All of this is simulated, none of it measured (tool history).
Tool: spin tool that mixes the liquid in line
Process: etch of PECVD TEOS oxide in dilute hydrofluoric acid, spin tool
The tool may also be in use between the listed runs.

run    day  temperature setpoint of the liquid (°C)  parts of water to one part of 49 % hydrofluoric acid (parts by volume)  time under the liquid (s)  thickness taken off the PECVD TEOS oxide on a monitor wafer (nm)
  1      0                                       24                                                                      90                         45                                                            8.6131
  2  0.029                                     25.5                                                                      80                         45                                                            10.667
  3  0.383                                     25.5                                                                      80                         45                                                             10.62
  4  0.579                                     26.5                                                                      75                         45                                                            11.786
  5  0.742                                     27.5                                                                      70                         45                                                            13.308
  6  0.892                                     28.5                                                                      65                         45                                                            14.751
  7  1.196                                       29                                                                      60                         45                                                            16.683

The next listed run, before its measurement:
  8  1.508                                     29.5                                                                      60                         45                                                                 ?

{"run 8": {"thickness taken off the PECVD TEOS oxide on a monitor wafer (nm)": 16.954}}
